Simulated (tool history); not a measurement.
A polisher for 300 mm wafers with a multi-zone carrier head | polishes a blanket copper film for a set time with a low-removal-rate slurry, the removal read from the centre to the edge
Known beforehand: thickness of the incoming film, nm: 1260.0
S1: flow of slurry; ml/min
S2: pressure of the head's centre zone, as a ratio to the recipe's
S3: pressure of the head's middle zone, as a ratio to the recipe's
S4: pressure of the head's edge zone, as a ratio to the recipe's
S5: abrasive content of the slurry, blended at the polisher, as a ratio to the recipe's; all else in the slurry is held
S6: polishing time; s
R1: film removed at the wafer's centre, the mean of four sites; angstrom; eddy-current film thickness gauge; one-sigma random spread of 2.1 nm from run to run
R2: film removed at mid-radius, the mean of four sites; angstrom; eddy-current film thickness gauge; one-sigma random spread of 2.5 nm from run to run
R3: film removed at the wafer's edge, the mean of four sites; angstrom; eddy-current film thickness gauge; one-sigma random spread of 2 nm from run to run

run,hour,S1,S2,S3,S4,S5,S6,R1,R2,R3
1,0,265,1,1,1,1,85,2142.6,2140.6,2180.3
2,2.6,265,1.06,1,1,1,85,2347.1,2169.8,2148.6
3,5.3,265,1.04,1,0.98,0.9,84,2254.7,2134.3,2067.1
4,8,265,1.04,1,0.98,1.05,84,2252.7,2171.4,2103.3
5,9.8,265,1.04,1,0.98,0.95,84,2162,2065.9,2048.3
6,12.6,265,1.04,1,1.06,0.95,84,2214.3,2124,2123.2

For run 7, what comes out?
7,18.1,265,1.03,1.01,1.06,0.9,82,?,?,?

R1: 2141 angstrom
R2: 2106.9 angstrom
R3: 2066.2 angstrom
